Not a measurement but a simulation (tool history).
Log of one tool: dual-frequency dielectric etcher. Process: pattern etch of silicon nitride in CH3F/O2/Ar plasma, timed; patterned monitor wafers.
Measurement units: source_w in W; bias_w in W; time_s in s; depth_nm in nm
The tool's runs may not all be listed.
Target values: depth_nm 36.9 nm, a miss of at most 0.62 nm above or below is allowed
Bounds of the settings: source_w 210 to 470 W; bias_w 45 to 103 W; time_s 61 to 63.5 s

| run | hour | source_w | bias_w | time_s | depth_nm |
|---|---|---|---|---|---|
| 1 | 0 | 340 | 74 | 61 | 40.518 |
| 2 | 5.4 | 370 | 74 | 61 | 42.126 |
| 3 | 14.1 | 370 | 74 | 61 | 41.974 |
| 4 | 17.9 | 370 | 80 | 61 | 43.009 |
| 5 | 24.3 | 370 | 80 | 61 | 43.33 |
| 6 | 30.8 | 370 | 93 | 61 | 46.111 |
| 7 | 32.4 | 370 | 93 | 61 | 46.063 |
| 8 | 40.5 | 340 | 91 | 61 | 44.205 |
| 9 | 46.2 | 320 | 89 | 61 | 42.713 |
| 10 | 52.1 | 260 | 81 | 61 | 38.473 |
| 11 | 58.5 | 250 | 81 | 61 | 37.703 |

5 candidate next runs follow, results not yet known. Just one meets every target within its allowed miss. Identify it.
| A | 64.9 | 240 | 80 | 62.5 | ? |
| B | 64.9 | 210 | 88 | 63.5 | ? |
| C | 64.9 | 270 | 67 | 62 | ? |
| D | 64.9 | 250 | 78 | 62.5 | ? |
| E | 64.9 | 260 | 80 | 61 | ? |

| move | depth_nm |
|---|---|
| A | 37.887 |
| B | 38.133 |
| C | 36.608 |
| D | 38.064 |
| E | 38.05 |
A: its largest miss is bigger than the last run's
B: its largest miss is bigger than the last run's
C: all results land within tolerance of their targets
D: its largest miss is bigger than the last run's
E: its largest miss is bigger than the last run's
The right move is C.

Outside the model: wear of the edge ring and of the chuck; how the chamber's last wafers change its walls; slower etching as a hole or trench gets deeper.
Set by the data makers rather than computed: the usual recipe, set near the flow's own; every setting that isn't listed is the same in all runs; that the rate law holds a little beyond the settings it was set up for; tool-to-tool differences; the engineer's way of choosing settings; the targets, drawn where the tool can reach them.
